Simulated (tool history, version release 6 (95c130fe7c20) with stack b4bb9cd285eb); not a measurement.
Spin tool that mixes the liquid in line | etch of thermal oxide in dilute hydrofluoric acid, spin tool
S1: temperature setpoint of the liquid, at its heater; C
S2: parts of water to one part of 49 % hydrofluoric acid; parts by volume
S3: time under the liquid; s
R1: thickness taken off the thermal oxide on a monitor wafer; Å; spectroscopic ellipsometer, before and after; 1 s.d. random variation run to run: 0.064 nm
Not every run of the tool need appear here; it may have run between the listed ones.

run    day    S1  S2  S3      R1
  1      0    23  70  75  52.172
  2  0.204    23  55  75  67.637
  3  0.462    23  30  75   128.2
  4  0.821    23  40  75  96.069
  5  1.138    26  40  75   108.8
  6  1.325    23  40  75  95.882
  7   1.35    22  40  75  91.867
  8  1.392  21.5  40  75   89.03
  9  1.421    21  40  75   87.95

What will run 10 give?
 10  1.579  17  40  75   ?

Logged for run 10: R1 72.091 Å.
